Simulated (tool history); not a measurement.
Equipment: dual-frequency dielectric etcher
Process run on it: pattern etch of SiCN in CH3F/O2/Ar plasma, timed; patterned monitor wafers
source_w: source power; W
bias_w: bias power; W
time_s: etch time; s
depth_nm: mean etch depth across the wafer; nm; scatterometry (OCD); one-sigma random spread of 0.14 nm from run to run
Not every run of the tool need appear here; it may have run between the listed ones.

run	day	source_w	bias_w	time_s	depth_nm
1	0.000	340	68	63.5	24.091
2	0.183	340	68	59.0	22.393
3	0.488	340	59	59.0	21.302
4	0.517	300	59	59.0	19.673
5	0.592	330	62	59.0	21.203
6	0.929	330	56	59.0	20.220
7	1.142	350	60	59.0	21.615
8	1.379	410	74	60.0	26.483
9	1.725	420	75	60.0	26.756

Run 10, settings as shown, results not yet in. Your forecast:
10	2.067	430	76	60.0	?

Run 10 yielded depth_nm 27.249 nm.
